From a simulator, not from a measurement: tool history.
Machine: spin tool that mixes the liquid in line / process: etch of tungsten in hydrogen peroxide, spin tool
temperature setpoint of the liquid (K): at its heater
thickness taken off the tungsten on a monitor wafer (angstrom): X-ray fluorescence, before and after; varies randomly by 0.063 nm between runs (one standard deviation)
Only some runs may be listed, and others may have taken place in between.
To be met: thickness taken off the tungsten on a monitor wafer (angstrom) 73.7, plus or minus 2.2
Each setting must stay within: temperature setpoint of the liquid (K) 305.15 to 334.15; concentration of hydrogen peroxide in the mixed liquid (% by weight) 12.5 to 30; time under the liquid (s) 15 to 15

run	hour	temperature setpoint of the liquid (K)	concentration of hydrogen peroxide in the mixed liquid (% by weight)	time under the liquid (s)	thickness taken off the tungsten on a monitor wafer (angstrom)
1	0	318.15	24.5	15	166.01
2	0.7	311.65	24.5	15	110.83
3	3.5	314.65	24.5	15	131.95
4	7.4	314.65	24.5	15	133.12
5	15.1	314.65	24.5	15	135.09
6	18.8	314.65	24.5	15	134.37
7	24.1	312.15	24.5	15	112.52
8	32.4	310.65	24.5	15	102.03
9	34.3	310.65	24.5	15	101.8
10	35.2	309.15	24.5	15	93.395
11	42.7	308.15	24.5	15	87.394
12	49.6	307.65	24.5	15	84.825
13	55.3	307.15	24.5	15	80.713
14	63.2	306.65	24.5	15	80.197
15	64.4	306.15	24.5	15	75.732

Consider the 4 candidate settings below. Which is the only one whose results all fall within their allowed miss of target?
A	65.6	306.15	25.5	15	?
B	65.6	306.15	22.5	15	?
C	65.6	307.15	23	15	?
D	65.6	307.15	23.5	15	?

move	thickness taken off the tungsten on a monitor wafer (angstrom)
A	77.852
B	73.129
C	79.13
D	79.985
A: misses by more than the last run did
B: each result inside its tolerance
C: misses by more than the last run did
D: misses by more than the last run did
Correct choice: B, which meets every target
